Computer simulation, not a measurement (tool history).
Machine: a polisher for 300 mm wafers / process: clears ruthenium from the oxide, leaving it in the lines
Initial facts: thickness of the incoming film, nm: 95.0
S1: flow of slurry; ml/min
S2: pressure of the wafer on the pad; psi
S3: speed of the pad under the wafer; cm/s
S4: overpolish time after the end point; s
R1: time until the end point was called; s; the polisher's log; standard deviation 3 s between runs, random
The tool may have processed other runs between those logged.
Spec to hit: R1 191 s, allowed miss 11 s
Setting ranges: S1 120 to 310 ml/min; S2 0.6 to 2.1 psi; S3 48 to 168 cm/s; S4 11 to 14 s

run,hour,S1,S2,S3,S4,R1
1,0,200,1.3,108,14,121.38
2,6.3,215,1.3,108,14,120.58
3,15,215,1.3,108,14,120.43
4,19.4,235,1.3,108,14,115.33
5,22.9,285,1.3,108,14,115.19
6,25.6,310,1.3,108,14,112.33
7,34.3,310,1.1,106,14,137.83
8,37.1,310,1,106,14,148.72
9,45,310,0.9,106,14,165.59

Of the 4 settings listed for the next run, only one would bring every result within its allowed miss of target. Which one?
A,52.9,310,0.8,102,14,?
B,52.9,295,1.4,68,14,?
C,52.9,305,0.9,104,11,?
D,52.9,295,1.1,104,14,?

move,R1
A,190.91
B,165.2
C,167.67
D,138.68
A: all results land within tolerance of their targets
B: about the same distance from the targets as the last run
C: closes in on the targets versus the last run, not all within tolerance yet
D: lands further from the targets than the last run did
Go with A: it meets all targets.
